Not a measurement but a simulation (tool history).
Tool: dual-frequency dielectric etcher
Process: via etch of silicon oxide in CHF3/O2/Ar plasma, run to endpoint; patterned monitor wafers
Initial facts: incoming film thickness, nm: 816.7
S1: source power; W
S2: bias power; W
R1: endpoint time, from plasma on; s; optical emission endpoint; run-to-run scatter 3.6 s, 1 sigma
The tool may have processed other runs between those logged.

| run | hour | S1 | S2 | R1 |
|---|---|---|---|---|
| 1 | 0.0 | 800 | 225 | 337.57 |
| 2 | 2.1 | 730 | 214 | 372.10 |
| 3 | 3.0 | 710 | 213 | 377.69 |
| 4 | 11.7 | 710 | 234 | 353.42 |
| 5 | 15.8 | 810 | 234 | 327.06 |
| 6 | 16.6 | 810 | 195 | 372.67 |

Run 7 has not been measured yet. What should we expect?
| 7 | 25.1 | 780 | 194 | ? |

{"run 7": {"R1": 376.97}}
